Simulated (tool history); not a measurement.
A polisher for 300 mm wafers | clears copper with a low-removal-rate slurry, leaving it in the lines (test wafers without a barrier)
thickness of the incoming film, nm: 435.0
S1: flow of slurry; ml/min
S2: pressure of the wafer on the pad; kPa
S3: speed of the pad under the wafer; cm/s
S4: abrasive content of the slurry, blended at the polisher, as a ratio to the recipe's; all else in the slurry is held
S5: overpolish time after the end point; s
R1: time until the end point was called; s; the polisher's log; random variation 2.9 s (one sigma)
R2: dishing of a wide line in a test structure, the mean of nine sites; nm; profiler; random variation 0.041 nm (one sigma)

| run | day | S1 | S2 | S3 | S4 | S5 | R1 | R2 |
|---|---|---|---|---|---|---|---|---|
| 1 | 0.000 | 250 | 20.0 | 138 | 1.00 | 8 | 99.768 | 17.6250 |
| 2 | 0.325 | 250 | 15.2 | 138 | 1.00 | 8 | 131.700 | 14.7990 |
| 3 | 0.642 | 220 | 15.2 | 114 | 0.85 | 6 | 161.160 | 9.5424 |
| 4 | 0.938 | 195 | 16.5 | 98 | 0.75 | 5 | 183.750 | 7.4763 |
| 5 | 1.000 | 195 | 16.5 | 98 | 0.75 | 8 | 183.060 | 11.3580 |
| 6 | 1.171 | 195 | 16.5 | 98 | 0.60 | 8 | 193.980 | 10.8230 |
| 7 | 1.475 | 180 | 15.9 | 86 | 0.90 | 6 | 212.640 | 7.7858 |
| 8 | 1.604 | 170 | 17.9 | 78 | 0.75 | 5 | 211.660 | 6.3296 |
|  | 1.904 | worn pad replaced by a new one |
| 9 | 1.904 | 170 | 17.9 | 78 | 0.75 | 5 | 213.570 | 6.8551 |
| 10 | 2.217 | 180 | 12.4 | 116 | 0.80 | 2 | 196.990 | 3.0444 |
| 11 | 2.525 | 200 | 12.4 | 124 | 0.75 | 2 | 180.100 | 3.2312 |
| 12 | 2.588 | 250 | 15.9 | 124 | 0.75 | 3 | 141.560 | 6.1673 |
| 13 | 2.729 | 220 | 15.9 | 128 | 0.75 | 3 | 137.010 | 6.1908 |
| 14 | 2.771 | 205 | 15.2 | 132 | 0.75 | 3 | 141.460 | 6.0520 |
| 15 | 2.871 | 225 | 13.8 | 134 | 0.80 | 3 | 151.230 | 5.7892 |

Run 16 comes next. What will it give?
| 16 | 3.117 | 200 | 13.1 | 140 | 0.75 | 3 | ? | ? |

{"run 16": {"R1": 159.2, "R2": 5.5818}}
